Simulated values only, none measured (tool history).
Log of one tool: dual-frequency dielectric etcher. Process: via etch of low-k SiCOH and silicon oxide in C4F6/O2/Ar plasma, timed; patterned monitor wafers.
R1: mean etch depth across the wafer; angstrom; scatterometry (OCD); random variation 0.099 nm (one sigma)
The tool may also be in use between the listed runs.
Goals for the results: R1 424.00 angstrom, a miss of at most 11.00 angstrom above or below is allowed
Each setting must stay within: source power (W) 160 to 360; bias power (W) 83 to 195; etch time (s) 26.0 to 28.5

Run 1, day 0.000: source power (W) 260, bias power (W) 139, etch time (s) 28.5. Result: R1 479.32 angstrom.
Run 2, day 0.075: source power (W) 290, bias power (W) 139, etch time (s) 28.5. Result: R1 502.13 angstrom.
Run 3, day 0.375: source power (W) 250, bias power (W) 139, etch time (s) 28.5. Result: R1 471.36 angstrom.
Run 4, day 0.554: source power (W) 250, bias power (W) 154, etch time (s) 28.5. Result: R1 483.17 angstrom.
Run 5, day 0.796: source power (W) 250, bias power (W) 154, etch time (s) 28.5. Result: R1 483.49 angstrom.
Run 6, day 0.988: source power (W) 290, bias power (W) 154, etch time (s) 28.5. Result: R1 515.80 angstrom.
Run 7, day 1.088: source power (W) 280, bias power (W) 151, etch time (s) 28.5. Result: R1 504.67 angstrom.
Run 8, day 1.142: source power (W) 280, bias power (W) 151, etch time (s) 28.5. Result: R1 503.90 angstrom.
Run 9, day 1.371: source power (W) 270, bias power (W) 148, etch time (s) 28.5. Result: R1 497.10 angstrom.
Run 10, day 1.658: source power (W) 260, bias power (W) 145, etch time (s) 28.5. Result: R1 483.88 angstrom.
Run 11, day 1.871: source power (W) 250, bias power (W) 143, etch time (s) 28.5. Result: R1 474.34 angstrom.
Run 12, day 2.071: source power (W) 240, bias power (W) 141, etch time (s) 28.5. Result: R1 465.44 angstrom.

Which one of the following 4 next-run settings gets every result inside its allowed miss? There is exactly one.
Run A, day 2.271: source power (W) 240, bias power (W) 133, etch time (s) 28.0. Result: R1 ?.
Run B, day 2.271: source power (W) 230, bias power (W) 139, etch time (s) 28.5. Result: R1 ?.
Run C, day 2.271: source power (W) 260, bias power (W) 142, etch time (s) 27.5. Result: R1 ?.
Run D, day 2.271: source power (W) 230, bias power (W) 157, etch time (s) 26.0. Result: R1 ?.

move      R1
   A  450.09
   B  454.01
   C  465.42
   D  426.64
A: better than the last run, though not everything is in spec
B: better than the last run, though not everything is in spec
C: as far off as the last run
D: every result lands within tolerance
D is the move that brings every result within its allowed miss.
